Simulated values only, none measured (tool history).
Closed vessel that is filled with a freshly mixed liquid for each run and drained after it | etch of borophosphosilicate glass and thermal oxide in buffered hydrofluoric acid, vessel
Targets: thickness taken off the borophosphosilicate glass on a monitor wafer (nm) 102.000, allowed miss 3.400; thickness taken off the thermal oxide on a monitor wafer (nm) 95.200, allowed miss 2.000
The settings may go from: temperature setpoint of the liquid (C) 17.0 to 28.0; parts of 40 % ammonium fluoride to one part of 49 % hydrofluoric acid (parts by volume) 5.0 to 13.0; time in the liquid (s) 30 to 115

run,hour,temperature setpoint of the liquid (C),parts of 40 % ammonium fluoride to one part of 49 % hydrofluoric acid (parts by volume),time in the liquid (s),thickness taken off the borophosphosilicate glass on a monitor wafer (nm),thickness taken off the thermal oxide on a monitor wafer (nm)
1,0.0,20.0,8.0,60,75.108,69.331
2,8.2,21.5,8.0,60,82.016,75.294
3,17.1,21.5,8.0,50,69.178,63.214
4,21.2,23.5,8.0,50,76.199,70.389
5,27.1,23.5,8.0,60,91.062,84.503
6,34.8,24.0,8.0,60,94.761,87.186
7,35.9,24.5,8.0,60,96.056,89.251
8,44.5,25.0,8.0,60,98.240,91.429

Which of these 4 next moves meets every target?
A,53.1,28.0,10.0,65,?,?
B,53.1,28.0,13.0,75,?,?
C,53.1,28.0,10.0,60,?,?
D,53.1,17.0,5.5,65,?,?

move,thickness taken off the borophosphosilicate glass on a monitor wafer (nm),thickness taken off the thermal oxide on a monitor wafer (nm)
A,101.520,95.812
B,90.566,85.603
C,93.714,88.441
D,97.399,90.282
A: meets every target
B: further off than the last run
C: further off than the last run
D: further off than the last run
The right move is A.

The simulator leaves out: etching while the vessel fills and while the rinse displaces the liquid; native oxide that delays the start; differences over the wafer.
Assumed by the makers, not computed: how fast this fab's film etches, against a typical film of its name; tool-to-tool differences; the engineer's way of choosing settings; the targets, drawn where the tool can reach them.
